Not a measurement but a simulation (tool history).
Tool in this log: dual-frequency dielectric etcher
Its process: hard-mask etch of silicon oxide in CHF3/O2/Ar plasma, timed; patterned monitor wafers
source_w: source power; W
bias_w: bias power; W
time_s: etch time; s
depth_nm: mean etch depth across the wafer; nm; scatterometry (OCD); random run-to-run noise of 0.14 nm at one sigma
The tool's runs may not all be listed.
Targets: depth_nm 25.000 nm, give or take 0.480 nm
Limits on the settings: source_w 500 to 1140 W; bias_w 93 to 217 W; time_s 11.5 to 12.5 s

{"run": 1, "hour": 0.0, "source_w": 820, "bias_w": 155, "time_s": 12.5, "depth_nm": 26.775}
{"run": 2, "hour": 5.6, "source_w": 800, "bias_w": 154, "time_s": 12.5, "depth_nm": 26.81}
{"run": 3, "hour": 13.3, "source_w": 780, "bias_w": 153, "time_s": 12.5, "depth_nm": 26.418}
{"run": 4, "hour": 14.5, "source_w": 780, "bias_w": 180, "time_s": 12.5, "depth_nm": 27.037}
{"run": 5, "hour": 15.5, "source_w": 700, "bias_w": 180, "time_s": 12.5, "depth_nm": 26.379}
{"run": 6, "hour": 16.4, "source_w": 700, "bias_w": 208, "time_s": 12.5, "depth_nm": 27.03}
{"run": 7, "hour": 21.0, "source_w": 680, "bias_w": 207, "time_s": 12.5, "depth_nm": 26.922}
{"run": 8, "hour": 24.3, "source_w": 660, "bias_w": 206, "time_s": 12.5, "depth_nm": 26.628}
{"run": 9, "hour": 25.2, "source_w": 660, "bias_w": 206, "time_s": 12.5, "depth_nm": 26.535}
{"run": 10, "hour": 26.3, "source_w": 650, "bias_w": 205, "time_s": 12.5, "depth_nm": 26.405}
{"run": 11, "hour": 29.7, "source_w": 640, "bias_w": 204, "time_s": 12.5, "depth_nm": 26.677}
{"run": 12, "hour": 33.2, "source_w": 630, "bias_w": 202, "time_s": 12.5, "depth_nm": 26.184}
{"run": 13, "hour": 33.8, "source_w": 620, "bias_w": 201, "time_s": 12.5, "depth_nm": 25.959}
{"run": 14, "hour": 40.4, "source_w": 610, "bias_w": 200, "time_s": 12.5, "depth_nm": 25.856}
{"run": 15, "hour": 48.8, "source_w": 600, "bias_w": 200, "time_s": 12.5, "depth_nm": 25.803}
{"run": 16, "hour": 53.0, "source_w": 590, "bias_w": 199, "time_s": 12.5, "depth_nm": 25.532}

Of the 5 settings listed for the next run, only one would bring every result within its allowed miss of target. Which one?
{"run": "A", "hour": 57.2, "source_w": 880, "bias_w": 191, "time_s": 12.0, "depth_nm": "?"}
{"run": "B", "hour": 57.2, "source_w": 600, "bias_w": 179, "time_s": 12.5, "depth_nm": "?"}
{"run": "C", "hour": 57.2, "source_w": 680, "bias_w": 212, "time_s": 12.0, "depth_nm": "?"}
{"run": "D", "hour": 57.2, "source_w": 650, "bias_w": 190, "time_s": 12.5, "depth_nm": "?"}
{"run": "E", "hour": 57.2, "source_w": 640, "bias_w": 189, "time_s": 12.5, "depth_nm": "?"}

move=A depth_nm=27.787
move=B depth_nm=25.197
move=C depth_nm=26.158
move=D depth_nm=26.188
move=E depth_nm=26.028
A: moves away from the targets compared with the last run
B: every result within its allowed miss
C: moves away from the targets compared with the last run
D: moves away from the targets compared with the last run
E: moves away from the targets compared with the last run
The move that meets every target is B.
